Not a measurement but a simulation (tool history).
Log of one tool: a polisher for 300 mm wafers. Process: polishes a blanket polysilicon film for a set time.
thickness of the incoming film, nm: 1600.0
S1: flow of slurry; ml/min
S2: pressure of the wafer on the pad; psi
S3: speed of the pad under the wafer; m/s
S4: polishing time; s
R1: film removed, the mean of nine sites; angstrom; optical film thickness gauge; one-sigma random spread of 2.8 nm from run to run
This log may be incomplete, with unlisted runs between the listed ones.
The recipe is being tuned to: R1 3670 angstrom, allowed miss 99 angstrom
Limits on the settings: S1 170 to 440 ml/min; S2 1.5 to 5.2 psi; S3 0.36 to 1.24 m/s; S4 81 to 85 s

run  hour   S1   S2    S3  S4      R1
  1     0  280  3.3   0.8  81  6629.8
  2   2.2  280    3   0.8  81  5991.7
  3   8.9  280    3   0.8  85  6342.3
  4  13.4  280  2.7   0.8  85  5674.3
  5  15.5  280  2.7   0.8  85    5702
  6  23.3  280  2.5   0.8  85  5253.9
  7  31.8  280  2.5   0.8  85  5320.6
  8  37.6  280  2.3   0.8  85  4913.6
  9  39.8  270  1.5  0.78  85  3174.3
 10  40.5  290  1.5  0.78  85  3260.1

4 candidate next runs follow, results not yet known. Just one meets every target within its allowed miss. Identify it.
  A  41.2  300  1.7   0.8  84   ?
  B  41.2  270  1.5  0.72  81   ?
  C  41.2  300  1.7  0.84  85   ?
  D  41.2  280  2.2  0.66  85   ?

move      R1
   A  3650.1
   B  2799.6
   C  3872.7
   D  3877.9
A: every result lands within tolerance
B: further off than the last run
C: pushes the last run's worst result past its target
D: pushes the last run's worst result past its target
The right move is A.
